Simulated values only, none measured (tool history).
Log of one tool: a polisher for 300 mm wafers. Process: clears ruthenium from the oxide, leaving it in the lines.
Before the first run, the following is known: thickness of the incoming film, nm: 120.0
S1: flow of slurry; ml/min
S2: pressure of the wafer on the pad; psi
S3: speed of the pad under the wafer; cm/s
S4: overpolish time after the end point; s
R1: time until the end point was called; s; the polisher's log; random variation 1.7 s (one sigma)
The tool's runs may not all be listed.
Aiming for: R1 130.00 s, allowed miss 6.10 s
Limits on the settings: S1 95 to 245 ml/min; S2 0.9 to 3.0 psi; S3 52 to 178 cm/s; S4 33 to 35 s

Run 1, hour 0.0: S1 155 ml/min, S2 1.9 psi, S3 114 cm/s, S4 33 s. Result: R1 100.05 s.
Run 2, hour 6.6: S1 155 ml/min, S2 1.8 psi, S3 114 cm/s, S4 33 s. Result: R1 105.08 s.
Run 3, hour 11.4: S1 155 ml/min, S2 1.8 psi, S3 114 cm/s, S4 33 s. Result: R1 103.02 s.
Run 4, hour 13.0: S1 155 ml/min, S2 1.7 psi, S3 114 cm/s, S4 33 s. Result: R1 106.01 s.
Run 5, hour 15.0: S1 155 ml/min, S2 1.5 psi, S3 114 cm/s, S4 33 s. Result: R1 115.37 s.
Run 6, hour 19.2: S1 170 ml/min, S2 1.5 psi, S3 114 cm/s, S4 33 s. Result: R1 113.71 s.
Run 7, hour 27.5: S1 170 ml/min, S2 1.4 psi, S3 114 cm/s, S4 33 s. Result: R1 115.85 s.
Run 8, hour 33.1: S1 165 ml/min, S2 1.4 psi, S3 114 cm/s, S4 33 s. Result: R1 116.90 s.
Run 9, hour 37.5: S1 160 ml/min, S2 1.4 psi, S3 114 cm/s, S4 33 s. Result: R1 120.43 s.
Run 10, hour 41.3: S1 155 ml/min, S2 1.4 psi, S3 114 cm/s, S4 33 s. Result: R1 115.42 s.
Run 11, hour 48.8: S1 155 ml/min, S2 1.3 psi, S3 114 cm/s, S4 33 s. Result: R1 127.65 s.

Next run, 4 choices. One meets every target within its allowed miss, the rest don't. Which?
Run A, hour 56.3: S1 150 ml/min, S2 1.1 psi, S3 116 cm/s, S4 34 s. Result: R1 ?.
Run B, hour 56.3: S1 105 ml/min, S2 1.3 psi, S3 126 cm/s, S4 33 s. Result: R1 ?.
Run C, hour 56.3: S1 120 ml/min, S2 1.0 psi, S3 142 cm/s, S4 33 s. Result: R1 ?.
Run D, hour 56.3: S1 160 ml/min, S2 1.2 psi, S3 124 cm/s, S4 35 s. Result: R1 ?.

move      R1
   A  131.62
   B  120.45
   C  117.94
   D  116.99
A: in spec on every target
B: moves away from the targets compared with the last run
C: moves away from the targets compared with the last run
D: moves away from the targets compared with the last run
A meets every target.

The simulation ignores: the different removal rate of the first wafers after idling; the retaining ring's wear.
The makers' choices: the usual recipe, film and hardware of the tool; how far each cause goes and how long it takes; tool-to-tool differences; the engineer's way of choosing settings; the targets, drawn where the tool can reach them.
